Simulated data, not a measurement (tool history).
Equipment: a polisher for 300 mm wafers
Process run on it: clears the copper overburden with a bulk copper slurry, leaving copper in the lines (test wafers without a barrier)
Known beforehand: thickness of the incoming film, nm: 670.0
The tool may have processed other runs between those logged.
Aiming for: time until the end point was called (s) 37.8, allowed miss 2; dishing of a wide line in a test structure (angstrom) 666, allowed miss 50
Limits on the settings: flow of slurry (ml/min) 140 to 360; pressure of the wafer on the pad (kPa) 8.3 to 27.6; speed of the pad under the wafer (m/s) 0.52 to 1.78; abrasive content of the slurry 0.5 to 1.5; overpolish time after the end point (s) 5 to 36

run	day	flow of slurry (ml/min)	pressure of the wafer on the pad (kPa)	speed of the pad under the wafer (m/s)	abrasive content of the slurry	overpolish time after the end point (s)	time until the end point was called (s)	dishing of a wide line in a test structure (angstrom)
1	0	230	17.9	1.14	1	18	60.083	600.69
2	0.333	230	22.1	1.14	1	18	48.681	666.91
3	0.421	230	24.8	1.14	1	18	46.085	687.33
4	0.567	230	24.8	0.94	1	18	53.684	671.13
5	0.646	230	25.5	1	1	17	50.165	671.33
6	0.725	230	26.2	1.06	1	16	43.855	690.43
7	1.075	230	26.2	1.06	1	15	46.329	695.95
8	1.096	230	25.5	1.14	1	13	44.51	667.87
9	1.183	230	26.2	1.16	1	12	41.143	632.69
10	1.517	230	26.9	1.18	1	12	41.24	668.88
11	1.612	235	27.6	1.26	1	9	37.229	582.04

Next run, 5 choices. One meets every target within its allowed miss, the rest don't. Which?
A	1.708	265	26.9	1.3	0.85	13	?	?
B	1.708	210	27.6	1.22	0.9	8	?	?
C	1.708	245	27.6	1.26	0.85	9	?	?
D	1.708	220	26.2	1.4	0.9	7	?	?
E	1.708	230	26.2	1.28	1	8	?	?

move	time until the end point was called (s)	dishing of a wide line in a test structure (angstrom)
A	37.365	678.06
B	39.76	536.35
C	38.036	582.57
D	36.348	521.38
E	38.375	544.08
A: all results land within tolerance of their targets
B: the biggest miss grows against the last run
C: about as far from the targets as the last run
D: the biggest miss grows against the last run
E: the biggest miss grows against the last run
Move A is the one to make.
